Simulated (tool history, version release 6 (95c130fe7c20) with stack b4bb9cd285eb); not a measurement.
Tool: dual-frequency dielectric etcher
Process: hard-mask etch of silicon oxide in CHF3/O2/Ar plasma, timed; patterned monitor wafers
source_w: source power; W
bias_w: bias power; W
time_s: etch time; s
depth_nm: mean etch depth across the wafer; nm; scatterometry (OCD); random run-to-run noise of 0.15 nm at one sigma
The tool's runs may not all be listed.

run,hour,source_w,bias_w,time_s,depth_nm
1,0.0,650,144,28,55.424
2,4.5,650,163,28,58.186
3,8.9,650,176,28,59.370
4,17.6,650,176,28,59.928
5,20.0,580,166,28,56.370
6,25.9,580,148,28,53.766
7,30.4,540,144,28,51.919

Forecast run 8:
8,38.0,520,142,28,?

depth_nm: 50.558 nm
